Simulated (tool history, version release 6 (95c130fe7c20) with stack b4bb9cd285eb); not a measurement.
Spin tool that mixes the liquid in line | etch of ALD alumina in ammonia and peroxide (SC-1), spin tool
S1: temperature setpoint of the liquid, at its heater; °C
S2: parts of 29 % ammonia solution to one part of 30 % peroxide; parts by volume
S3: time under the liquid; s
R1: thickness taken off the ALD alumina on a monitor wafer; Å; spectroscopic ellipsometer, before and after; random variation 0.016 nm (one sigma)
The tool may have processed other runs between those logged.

| run | hour | S1 | S2 | S3 | R1 |
|---|---|---|---|---|---|
| 1 | 0 | 54 | 0.8 | 70 | 43.754 |
| 2 | 4.4 | 51.5 | 0.8 | 70 | 38.181 |
| 3 | 11.7 | 51.5 | 0.8 | 70 | 37.851 |
| 4 | 16.1 | 51.5 | 0.9 | 70 | 38.428 |
| 5 | 17.5 | 47 | 0.9 | 70 | 30.212 |
| 6 | 22 | 46 | 0.9 | 70 | 28.912 |
| 7 | 24.9 | 45 | 0.9 | 70 | 26.686 |

What will run 8 give?
| 8 | 30.1 | 40 | 0.9 | 70 | ? |

R1: 20.273 Å

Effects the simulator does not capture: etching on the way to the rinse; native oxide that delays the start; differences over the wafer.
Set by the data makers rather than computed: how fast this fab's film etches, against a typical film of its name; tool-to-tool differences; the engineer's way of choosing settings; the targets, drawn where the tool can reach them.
